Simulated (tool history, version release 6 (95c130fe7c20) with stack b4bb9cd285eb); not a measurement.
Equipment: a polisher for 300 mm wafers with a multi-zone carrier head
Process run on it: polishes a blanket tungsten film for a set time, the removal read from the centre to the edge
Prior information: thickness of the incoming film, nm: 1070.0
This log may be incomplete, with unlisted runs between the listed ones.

run	hour	flow of slurry (ml/min)	pressure of the head's centre zone	pressure of the head's middle zone	pressure of the head's edge zone	abrasive content of the slurry	polishing time (s)	film removed at the wafer's centre (nm)	film removed at mid-radius (nm)	film removed at the wafer's edge (nm)
1	0.0	275	1.00	1.00	1.00	1.00	53	328.06	323.77	335.85
2	4.7	275	1.00	1.04	1.00	1.00	53	336.90	333.00	333.45
3	7.6	270	0.99	1.03	0.99	0.95	51	313.29	313.02	316.72
4	11.0	270	1.07	1.03	0.99	0.95	51	331.96	317.25	322.08
5	18.2	270	1.07	1.03	0.99	1.10	51	342.50	326.56	325.60
6	20.0	270	1.15	1.03	0.99	1.10	51	363.07	323.68	326.88
7	26.1	265	1.13	1.02	0.98	1.05	49	343.02	305.28	310.13
8	27.7	260	1.10	1.01	0.97	1.00	47	316.02	287.45	292.63
9	31.1	255	1.08	1.00	0.96	0.95	45	300.36	268.61	273.84
10	32.0	215	0.98	0.97	1.01	0.70	30	163.81	158.40	170.92

Run 11, settings as shown, results not yet in. Your forecast:
11	36.5	220	0.98	0.97	1.01	0.70	30	?	?	?

For run 11 the tool returned film removed at the wafer's centre (nm) 164.08, film removed at mid-radius (nm) 158.39, film removed at the wafer's edge (nm) 170.05.

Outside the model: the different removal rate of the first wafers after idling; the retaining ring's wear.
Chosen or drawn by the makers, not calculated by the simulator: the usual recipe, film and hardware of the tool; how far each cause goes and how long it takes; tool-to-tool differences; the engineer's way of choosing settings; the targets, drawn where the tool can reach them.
